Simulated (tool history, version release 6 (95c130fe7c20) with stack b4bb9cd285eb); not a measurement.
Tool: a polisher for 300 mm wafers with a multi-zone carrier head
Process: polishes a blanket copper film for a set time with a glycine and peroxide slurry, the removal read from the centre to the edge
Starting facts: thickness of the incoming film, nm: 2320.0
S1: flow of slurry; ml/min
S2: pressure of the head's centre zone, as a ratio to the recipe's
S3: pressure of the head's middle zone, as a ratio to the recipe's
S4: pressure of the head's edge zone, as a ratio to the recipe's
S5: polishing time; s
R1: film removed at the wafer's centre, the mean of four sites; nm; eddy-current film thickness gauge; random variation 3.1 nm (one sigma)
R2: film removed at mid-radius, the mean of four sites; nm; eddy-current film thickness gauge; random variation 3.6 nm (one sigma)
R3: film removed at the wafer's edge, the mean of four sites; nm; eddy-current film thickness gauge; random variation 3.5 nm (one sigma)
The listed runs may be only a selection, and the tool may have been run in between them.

run	hour	S1	S2	S3	S4	S5	R1	R2	R3
1	0.0	190	1.00	1.00	1.00	42	327.34	339.83	326.39
2	4.6	190	1.00	1.03	1.00	42	322.14	344.47	326.97
3	11.5	190	1.00	1.03	1.08	42	324.34	347.80	340.35
4	16.8	200	1.01	1.05	1.10	43	335.97	360.78	352.34
5	23.7	210	1.02	1.07	1.11	44	352.24	386.94	366.31
6	28.4	220	1.03	1.08	1.12	44	357.45	386.94	371.98
7	35.5	230	1.04	1.10	1.12	44	368.86	397.58	374.14
8	41.9	235	1.04	1.11	1.13	44	370.56	398.75	380.36
9	50.0	240	1.04	1.12	1.13	44	368.29	405.90	375.21
10	58.0	245	1.05	1.13	1.14	44	376.89	406.10	379.52

Expected results for the next run?
11	59.2	250	1.05	1.14	1.15	44	?	?	?

R1: 374.14 nm
R2: 412.34 nm
R3: 376.28 nm
